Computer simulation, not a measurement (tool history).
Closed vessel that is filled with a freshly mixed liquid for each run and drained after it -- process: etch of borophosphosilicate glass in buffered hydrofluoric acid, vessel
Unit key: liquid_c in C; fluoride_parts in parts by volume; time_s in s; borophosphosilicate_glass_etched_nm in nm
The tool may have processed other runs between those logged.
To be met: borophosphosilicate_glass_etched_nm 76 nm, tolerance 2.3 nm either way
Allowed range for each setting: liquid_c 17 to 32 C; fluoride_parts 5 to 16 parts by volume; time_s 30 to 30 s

run  hour  liquid_c  fluoride_parts  time_s  borophosphosilicate_glass_etched_nm
  1     0        24             9.5      30                               39.859
  2   7.8        24              12      30                               32.042
  3  13.8        26              11      30                               38.222
  4  22.3      27.5              10      30                               45.926
  5  26.5      27.5              10      30                               46.021
  6    31      28.5             9.5      30                               48.946
  7  37.9      29.5             8.5      30                                57.29
  8  45.1        30               8      30                               62.688
  9  50.9      30.5               8      30                                64.16
 10  52.8        31               8      30                               67.184

Below are 5 possible settings for the next run. Only one of them brings all results inside the allowed miss of their targets. Which is it?
  A  54.7      30.5               8      30                                    ?
  B  54.7      26.5               7      30                                    ?
  C  54.7      29.5             8.5      30                                    ?
  D  54.7        32              10      30                                    ?
  E  54.7      30.5               7      30                                    ?

move  borophosphosilicate_glass_etched_nm
   A                               64.324
   B                                60.37
   C                               57.162
   D                               57.153
   E                               74.404
A: its largest miss is bigger than the last run's
B: its largest miss is bigger than the last run's
C: its largest miss is bigger than the last run's
D: its largest miss is bigger than the last run's
E: every result within its allowed miss
The move that meets every target is E.
